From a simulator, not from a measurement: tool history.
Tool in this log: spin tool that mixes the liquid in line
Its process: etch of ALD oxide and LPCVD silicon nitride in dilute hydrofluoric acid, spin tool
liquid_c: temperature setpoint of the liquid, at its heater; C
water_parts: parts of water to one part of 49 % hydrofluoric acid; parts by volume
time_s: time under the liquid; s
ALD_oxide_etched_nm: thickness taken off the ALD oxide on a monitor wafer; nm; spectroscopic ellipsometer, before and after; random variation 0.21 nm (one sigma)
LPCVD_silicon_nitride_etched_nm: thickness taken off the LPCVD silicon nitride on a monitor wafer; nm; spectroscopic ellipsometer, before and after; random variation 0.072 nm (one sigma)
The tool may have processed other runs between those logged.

run,hour,liquid_c,water_parts,time_s,ALD_oxide_etched_nm,LPCVD_silicon_nitride_etched_nm
1,0,22,115,180,21.345,0.73346
2,5.3,22,155,180,15.273,0.47498
3,6.1,22,125,180,19.469,0.61925
4,14.2,22,85,180,30.354,0.92765
5,22.5,22,115,180,21.377,0.73557
6,30,22,115,130,15.511,0.50489
# hour 37.9: hydrofluoric acid flow meter replaced
7,37.9,22,105,140,19.984,0.60739
8,44.2,22.5,95,145,23.762,0.747
9,48.9,24,45,180,70.264,2.1133
10,55.7,23.5,40,175,75.66,2.3273
11,57.4,23,40,175,74.129,2.2803
12,64.7,22.5,40,175,72.61,1.9844
13,70.6,22.5,40,175,72.781,2.1546
14,77.3,22,40,175,71.158,2.0159

What does the tool deliver on the next run?
15,85.2,21.5,40,175,?,?

ALD_oxide_etched_nm: 69.833 nm
LPCVD_silicon_nitride_etched_nm: 1.7587 nm

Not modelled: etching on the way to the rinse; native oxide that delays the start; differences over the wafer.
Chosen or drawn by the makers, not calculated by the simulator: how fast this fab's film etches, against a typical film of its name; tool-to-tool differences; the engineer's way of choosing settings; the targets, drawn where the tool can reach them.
